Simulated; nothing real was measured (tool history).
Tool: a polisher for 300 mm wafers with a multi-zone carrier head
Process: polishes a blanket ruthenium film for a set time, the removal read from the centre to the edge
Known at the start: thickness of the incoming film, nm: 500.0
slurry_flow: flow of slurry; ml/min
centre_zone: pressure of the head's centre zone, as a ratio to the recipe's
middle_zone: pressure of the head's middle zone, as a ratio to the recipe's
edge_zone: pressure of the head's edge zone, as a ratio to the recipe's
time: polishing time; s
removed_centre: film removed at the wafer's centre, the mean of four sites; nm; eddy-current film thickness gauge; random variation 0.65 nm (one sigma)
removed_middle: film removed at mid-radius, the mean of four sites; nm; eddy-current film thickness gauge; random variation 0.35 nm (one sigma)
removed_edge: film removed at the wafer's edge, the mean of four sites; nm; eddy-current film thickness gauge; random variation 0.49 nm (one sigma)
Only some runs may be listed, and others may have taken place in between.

{"run": 1, "hour": 0.0, "slurry_flow": 225, "centre_zone": 1.0, "middle_zone": 1.0, "edge_zone": 1.0, "time": 67, "removed_centre": 57.863, "removed_middle": 59.422, "removed_edge": 58.919}
{"run": 2, "hour": 6.6, "slurry_flow": 225, "centre_zone": 1.0, "middle_zone": 1.07, "edge_zone": 1.0, "time": 67, "removed_centre": 57.663, "removed_middle": 63.539, "removed_edge": 58.549}
{"run": 3, "hour": 9.8, "slurry_flow": 215, "centre_zone": 1.01, "middle_zone": 1.01, "edge_zone": 0.97, "time": 65, "removed_centre": 55.653, "removed_middle": 57.345, "removed_edge": 56.242}
{"run": 4, "hour": 13.5, "slurry_flow": 185, "centre_zone": 1.01, "middle_zone": 1.01, "edge_zone": 0.97, "time": 65, "removed_centre": 54.287, "removed_middle": 56.308, "removed_edge": 54.843}
{"run": 5, "hour": 17.1, "slurry_flow": 180, "centre_zone": 1.02, "middle_zone": 0.97, "edge_zone": 0.95, "time": 64, "removed_centre": 54.041, "removed_middle": 54.447, "removed_edge": 53.582}
{"run": 6, "hour": 18.9, "slurry_flow": 180, "centre_zone": 1.03, "middle_zone": 0.93, "edge_zone": 0.95, "time": 63, "removed_centre": 53.847, "removed_middle": 51.238, "removed_edge": 54.569}
{"run": 7, "hour": 27.1, "slurry_flow": 175, "centre_zone": 1.05, "middle_zone": 0.91, "edge_zone": 0.93, "time": 62, "removed_centre": 53.16, "removed_middle": 49.784, "removed_edge": 51.695}

Forecast run 8:
{"run": 8, "hour": 30.3, "slurry_flow": 155, "centre_zone": 1.09, "middle_zone": 0.81, "edge_zone": 0.95, "time": 61, "removed_centre": "?", "removed_middle": "?", "removed_edge": "?"}

Run 8 measured removed_centre 53.348 nm, removed_middle 43.049 nm, removed_edge 51.090 nm.

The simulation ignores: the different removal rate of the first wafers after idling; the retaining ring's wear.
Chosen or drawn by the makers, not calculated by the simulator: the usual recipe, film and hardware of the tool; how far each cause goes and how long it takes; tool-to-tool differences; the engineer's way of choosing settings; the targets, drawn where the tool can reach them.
